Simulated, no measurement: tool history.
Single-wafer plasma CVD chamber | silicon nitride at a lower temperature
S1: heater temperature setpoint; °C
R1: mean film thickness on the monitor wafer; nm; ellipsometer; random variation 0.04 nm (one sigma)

{"run": 1, "hour": 0.0, "S1": 355, "chamber pressure (Pa)": 276, "RF power (kW)": 0.245, "deposition time (s)": 10.6, "R1": 12.024}
{"run": 2, "hour": 7.7, "S1": 355, "chamber pressure (Pa)": 253, "RF power (kW)": 0.245, "deposition time (s)": 10.6, "R1": 11.803}
{"run": 3, "hour": 8.3, "S1": 355, "chamber pressure (Pa)": 237, "RF power (kW)": 0.235, "deposition time (s)": 10.6, "R1": 11.269}
{"run": 4, "hour": 9.4, "S1": 355, "chamber pressure (Pa)": 237, "RF power (kW)": 0.235, "deposition time (s)": 10.6, "R1": 11.202}
{"run": 5, "hour": 15.1, "S1": 365, "chamber pressure (Pa)": 237, "RF power (kW)": 0.235, "deposition time (s)": 10.6, "R1": 11.213}
{"run": 6, "hour": 18.3, "S1": 365, "chamber pressure (Pa)": 224, "RF power (kW)": 0.23, "deposition time (s)": 10.6, "R1": 10.901}
{"run": 7, "hour": 27.0, "S1": 365, "chamber pressure (Pa)": 212, "RF power (kW)": 0.225, "deposition time (s)": 10.6, "R1": 10.578}
{"run": 8, "hour": 34.4, "S1": 365, "chamber pressure (Pa)": 203, "RF power (kW)": 0.225, "deposition time (s)": 10.6, "R1": 10.5}

Forecast run 9:
{"run": 9, "hour": 41.6, "S1": 365, "chamber pressure (Pa)": 195, "RF power (kW)": 0.225, "deposition time (s)": 10.6, "R1": "?"}

{"run 9": {"R1": 10.42}}
